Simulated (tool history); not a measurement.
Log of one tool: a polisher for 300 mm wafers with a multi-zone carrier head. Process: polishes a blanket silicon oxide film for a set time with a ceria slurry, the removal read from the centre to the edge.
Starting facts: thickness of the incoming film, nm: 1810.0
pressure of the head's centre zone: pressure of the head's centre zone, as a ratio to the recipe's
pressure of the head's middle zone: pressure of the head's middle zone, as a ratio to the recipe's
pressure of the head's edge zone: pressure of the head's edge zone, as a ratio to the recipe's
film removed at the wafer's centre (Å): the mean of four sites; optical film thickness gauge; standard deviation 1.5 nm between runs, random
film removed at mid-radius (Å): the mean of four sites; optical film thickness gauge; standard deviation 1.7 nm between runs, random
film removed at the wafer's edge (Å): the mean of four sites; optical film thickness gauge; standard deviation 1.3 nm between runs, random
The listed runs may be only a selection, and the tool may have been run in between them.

run,hour,flow of slurry (ml/min),pressure of the head's centre zone,pressure of the head's middle zone,pressure of the head's edge zone,polishing time (s),film removed at the wafer's centre (Å),film removed at mid-radius (Å),film removed at the wafer's edge (Å)
1,0,140,1,1,1,48,1526.5,1503.8,1486.1
2,3.7,145,0.99,1,1.02,49,1540.6,1546.7,1529.6
3,12.7,150,0.98,1,1.04,50,1556.8,1566.9,1614.7
4,20.3,155,0.98,1.02,1.05,50,1591,1612.3,1622.8
5,25.8,160,0.97,1.03,1.06,51,1586,1673.8,1667.3
6,33.2,165,0.97,1.03,1.07,51,1609.8,1700.3,1684
7,42.2,170,0.97,1.03,1.08,51,1612.6,1680.6,1697.7
8,47.7,175,0.97,1.04,1.09,52,1671.3,1744.3,1747.4

Predict the results of run 9:
9,50.3,175,0.97,1.04,1.1,52,?,?,?

{"run 9": {"film removed at the wafer's centre (Å)": 1644.7, "film removed at mid-radius (Å)": 1747, "film removed at the wafer's edge (Å)": 1753.5}}
